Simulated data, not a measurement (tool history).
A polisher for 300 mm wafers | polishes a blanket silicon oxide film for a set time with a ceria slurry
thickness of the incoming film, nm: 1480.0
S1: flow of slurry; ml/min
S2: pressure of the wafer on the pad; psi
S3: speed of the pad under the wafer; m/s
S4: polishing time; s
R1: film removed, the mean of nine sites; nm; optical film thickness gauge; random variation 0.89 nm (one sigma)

run  hour   S1   S2    S3  S4       R1
  1   0.0  135  2.5  1.32  38  168.660
  2   3.9  150  2.5  1.32  38  170.340
  3  12.2  150  2.1  1.20  38  131.180
  4  19.6  150  1.8  1.20  38  113.890
  5  25.8  140  1.8  1.20  38  113.510
  6  26.3  140  1.6  1.14  38   95.012
  7  33.0  135  1.5  1.14  38   88.399

Forecast run 8:
  8  38.0  125  1.4  1.14  38   ?

{"run 8": {"R1": 79.312}}

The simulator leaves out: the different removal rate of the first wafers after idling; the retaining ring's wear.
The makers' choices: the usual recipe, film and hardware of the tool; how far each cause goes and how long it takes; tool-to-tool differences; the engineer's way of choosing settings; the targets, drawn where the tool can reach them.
